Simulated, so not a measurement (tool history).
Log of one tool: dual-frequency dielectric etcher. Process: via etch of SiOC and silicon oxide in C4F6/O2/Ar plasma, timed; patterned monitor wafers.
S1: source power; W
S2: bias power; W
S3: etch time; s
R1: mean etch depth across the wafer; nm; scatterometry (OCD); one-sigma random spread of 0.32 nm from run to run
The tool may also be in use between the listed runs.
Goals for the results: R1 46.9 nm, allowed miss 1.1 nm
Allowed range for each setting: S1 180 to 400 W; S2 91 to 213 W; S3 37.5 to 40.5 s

run	hour	S1	S2	S3	R1
1	0	290	152	40.5	42.266
2	3.1	260	152	40.5	40.153
3	10.7	260	168	40.5	41.946
4	19	260	168	37.5	38.764
5	21.1	290	173	37.5	40.81
6	26	310	180	38	43.401
7	34.8	320	182	38	43.487
8	41.6	330	185	38	44.874
9	49.6	340	186	38	45.522

Pick the move, out of 5, that brings all results within their allowed miss; only one does.
A	57.6	350	157	38	?
B	57.6	370	162	37.5	?
C	57.6	310	199	37.5	?
D	57.6	340	194	38.5	?
E	57.6	340	172	37.5	?

move	R1
A	43.784
B	44.749
C	44.063
D	46.804
E	43.868
A: its largest miss is bigger than the last run's
B: its largest miss is bigger than the last run's
C: its largest miss is bigger than the last run's
D: each result inside its tolerance
E: its largest miss is bigger than the last run's
D is the move that brings every result within its allowed miss.
